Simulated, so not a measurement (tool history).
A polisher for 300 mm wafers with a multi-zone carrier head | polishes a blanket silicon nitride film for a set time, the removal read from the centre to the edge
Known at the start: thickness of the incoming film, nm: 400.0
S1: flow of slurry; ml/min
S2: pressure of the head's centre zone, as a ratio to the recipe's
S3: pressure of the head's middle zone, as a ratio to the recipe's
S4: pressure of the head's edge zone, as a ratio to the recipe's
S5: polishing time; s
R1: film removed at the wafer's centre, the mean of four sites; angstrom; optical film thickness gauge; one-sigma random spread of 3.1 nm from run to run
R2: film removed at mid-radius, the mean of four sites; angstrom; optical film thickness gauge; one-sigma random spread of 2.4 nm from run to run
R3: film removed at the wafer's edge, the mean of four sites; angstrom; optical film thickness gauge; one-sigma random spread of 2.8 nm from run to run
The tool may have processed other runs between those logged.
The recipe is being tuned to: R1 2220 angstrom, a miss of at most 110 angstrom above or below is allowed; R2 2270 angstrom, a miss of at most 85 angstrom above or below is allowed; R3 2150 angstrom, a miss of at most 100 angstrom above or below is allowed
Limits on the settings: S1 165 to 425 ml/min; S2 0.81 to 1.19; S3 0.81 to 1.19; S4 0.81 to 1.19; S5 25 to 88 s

run  hour   S1    S2    S3    S4  S5      R1      R2      R3
  1     0  275     1     1     1  56  1659.2  1606.4  1611.4
  2   8.1  275  0.96     1     1  56  1566.1  1601.9  1590.1
  3    14  275  0.96     1  1.06  56  1544.3  1605.5  1660.1
  4  19.7  275  0.97  1.02  1.07  57  1579.4  1636.5  1656.4
  5  27.3  275  0.97  1.02  0.99  57  1610.8  1664.2  1601.8
  6  33.1  275  0.97  0.96  0.99  57  1597.9    1619    1612
  7    35  275  0.97  0.97  0.99  59  1659.1  1678.4    1644
  8  37.7  275  0.97  0.98     1  60  1722.3  1701.2  1692.8
  9  39.6  280  0.97  0.99  1.01  61  1725.5  1736.6  1739.5

Below are 5 possible settings for the next run. Only one of them brings all results inside the allowed miss of their targets. Which is it?
  A  41.5  315  0.89  1.01   1.1  70   ?   ?   ?
  B  41.5  260  0.93  1.13  0.97  84   ?   ?   ?
  C  41.5  305  0.92   0.9  1.19  44   ?   ?   ?
  D  41.5  265  0.93  1.02  1.03  69   ?   ?   ?
  E  41.5  235  0.99  1.06  0.97  77   ?   ?   ?

move      R1      R2      R3
   A  1829.8  2055.8  2074.2
   B  2258.5  2586.3  2330.7
   C  1185.5  1212.5  1349.2
   D  1857.5  2009.5  1966.9
   E  2183.5  2266.8  2123.9
A: gains on the last run, yet a result remains outside its allowed miss
B: takes the result that was furthest off past its target
C: misses by more than the last run did
D: gains on the last run, yet a result remains outside its allowed miss
E: each result inside its tolerance
Move E is the one to make.
